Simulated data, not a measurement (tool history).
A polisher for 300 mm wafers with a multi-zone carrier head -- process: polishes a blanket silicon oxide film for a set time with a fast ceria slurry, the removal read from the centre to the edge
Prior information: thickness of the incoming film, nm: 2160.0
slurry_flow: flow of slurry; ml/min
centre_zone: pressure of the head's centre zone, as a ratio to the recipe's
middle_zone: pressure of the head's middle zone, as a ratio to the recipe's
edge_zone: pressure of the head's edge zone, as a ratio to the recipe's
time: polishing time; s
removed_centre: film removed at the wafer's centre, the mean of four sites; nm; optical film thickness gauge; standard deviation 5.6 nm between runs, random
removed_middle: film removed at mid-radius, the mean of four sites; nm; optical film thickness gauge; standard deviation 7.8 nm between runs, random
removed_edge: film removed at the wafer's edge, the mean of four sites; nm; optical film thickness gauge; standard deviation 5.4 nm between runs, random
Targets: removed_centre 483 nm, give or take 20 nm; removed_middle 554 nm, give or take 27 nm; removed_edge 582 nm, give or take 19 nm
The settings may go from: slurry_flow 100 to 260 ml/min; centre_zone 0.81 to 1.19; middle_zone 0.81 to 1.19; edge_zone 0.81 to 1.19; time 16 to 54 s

{"run": 1, "hour": 0.0, "slurry_flow": 165, "centre_zone": 1, "middle_zone": 1, "edge_zone": 1, "time": 35, "removed_centre": 466.19, "removed_middle": 484.95, "removed_edge": 497.93}
{"run": 2, "hour": 4.9, "slurry_flow": 165, "centre_zone": 1.08, "middle_zone": 1, "edge_zone": 1, "time": 35, "removed_centre": 516.32, "removed_middle": 488.27, "removed_edge": 510.15}
{"run": 3, "hour": 12.7, "slurry_flow": 165, "centre_zone": 1.13, "middle_zone": 1, "edge_zone": 1, "time": 35, "removed_centre": 525.83, "removed_middle": 485.94, "removed_edge": 498.77}
{"run": 4, "hour": 15.9, "slurry_flow": 170, "centre_zone": 1.08, "middle_zone": 1.02, "edge_zone": 1.04, "time": 35, "removed_centre": 517.04, "removed_middle": 500.15, "removed_edge": 524.75}
{"run": 5, "hour": 20.2, "slurry_flow": 175, "centre_zone": 1.05, "middle_zone": 1.04, "edge_zone": 1.07, "time": 35, "removed_centre": 501.87, "removed_middle": 523.83, "removed_edge": 526.15}
{"run": 6, "hour": 28.6, "slurry_flow": 175, "centre_zone": 1.03, "middle_zone": 1.04, "edge_zone": 1.1, "time": 35, "removed_centre": 494.53, "removed_middle": 511.03, "removed_edge": 529.9}
{"run": 7, "hour": 30.9, "slurry_flow": 180, "centre_zone": 1, "middle_zone": 1.05, "edge_zone": 1.12, "time": 36, "removed_centre": 492.95, "removed_middle": 520.26, "removed_edge": 551.9}
{"run": 8, "hour": 36.3, "slurry_flow": 180, "centre_zone": 0.99, "middle_zone": 1.06, "edge_zone": 1.13, "time": 36, "removed_centre": 484.09, "removed_middle": 540.31, "removed_edge": 555.5}
{"run": 9, "hour": 44.2, "slurry_flow": 180, "centre_zone": 0.98, "middle_zone": 1.06, "edge_zone": 1.14, "time": 36, "removed_centre": 482.45, "removed_middle": 536.28, "removed_edge": 562.6}
{"run": 10, "hour": 53.2, "slurry_flow": 180, "centre_zone": 0.98, "middle_zone": 1.06, "edge_zone": 1.15, "time": 36, "removed_centre": 480.54, "removed_middle": 538.04, "removed_edge": 552.37}
{"run": 11, "hour": 57.4, "slurry_flow": 190, "centre_zone": 0.94, "middle_zone": 1.04, "edge_zone": 1.19, "time": 38, "removed_centre": 485.78, "removed_middle": 549.74, "removed_edge": 609.09}

4 next moves are on the table. One of them brings every result within its allowed miss. Which?
{"run": "A", "hour": 61.6, "slurry_flow": 155, "centre_zone": 0.92, "middle_zone": 1.02, "edge_zone": 1.1, "time": 39, "removed_centre": "?", "removed_middle": "?", "removed_edge": "?"}
{"run": "B", "hour": 61.6, "slurry_flow": 175, "centre_zone": 0.9, "middle_zone": 0.93, "edge_zone": 1.19, "time": 40, "removed_centre": "?", "removed_middle": "?", "removed_edge": "?"}
{"run": "C", "hour": 61.6, "slurry_flow": 170, "centre_zone": 0.83, "middle_zone": 0.96, "edge_zone": 1.19, "time": 41, "removed_centre": "?", "removed_middle": "?", "removed_edge": "?"}
{"run": "D", "hour": 61.6, "slurry_flow": 175, "centre_zone": 0.89, "middle_zone": 0.93, "edge_zone": 1.19, "time": 42, "removed_centre": "?", "removed_middle": "?", "removed_edge": "?"}

move=A removed_centre=478.01 removed_middle=539.77 removed_edge=567.65
move=B removed_centre=490 removed_middle=522.48 removed_edge=615.79
move=C removed_centre=460.59 removed_middle=547.66 removed_edge=628.85
move=D removed_centre=508.73 removed_middle=548.63 removed_edge=646.58
A: all results in spec
B: further off than the last run
C: further off than the last run
D: further off than the last run
A is the move that brings every result within its allowed miss.
